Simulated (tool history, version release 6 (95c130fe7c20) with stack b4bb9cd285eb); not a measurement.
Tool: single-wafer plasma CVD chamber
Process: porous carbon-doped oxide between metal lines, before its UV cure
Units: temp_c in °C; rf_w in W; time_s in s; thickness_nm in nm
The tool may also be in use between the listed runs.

Run 1, hour 0.0: temp_c 290 °C, rf_w 520 W, time_s 50.8 s. Result: thickness_nm 294.41 nm.
Run 2, hour 4.4: temp_c 293 °C, rf_w 495 W, time_s 50.8 s. Result: thickness_nm 275.49 nm.
Run 3, hour 11.8: temp_c 293 °C, rf_w 525 W, time_s 50.8 s. Result: thickness_nm 293.37 nm.
Run 4, hour 13.4: temp_c 293 °C, rf_w 525 W, time_s 52.4 s. Result: thickness_nm 301.57 nm.
Run 5, hour 17.6: temp_c 296 °C, rf_w 500 W, time_s 52.2 s. Result: thickness_nm 281.58 nm.
Run 6, hour 25.9: temp_c 305 °C, rf_w 500 W, time_s 52.2 s. Result: thickness_nm 264.01 nm.
Run 7, hour 32.3: temp_c 306 °C, rf_w 480 W, time_s 52.1 s. Result: thickness_nm 252.34 nm.
Run 8, hour 39.5: temp_c 307 °C, rf_w 465 W, time_s 52.0 s. Result: thickness_nm 243.92 nm.

The next listed run, before its measurement:
Run 9, hour 42.4: temp_c 308 °C, rf_w 450 W, time_s 51.9 s. Result: thickness_nm ?.

Run 9 gave thickness_nm 230.18 nm.
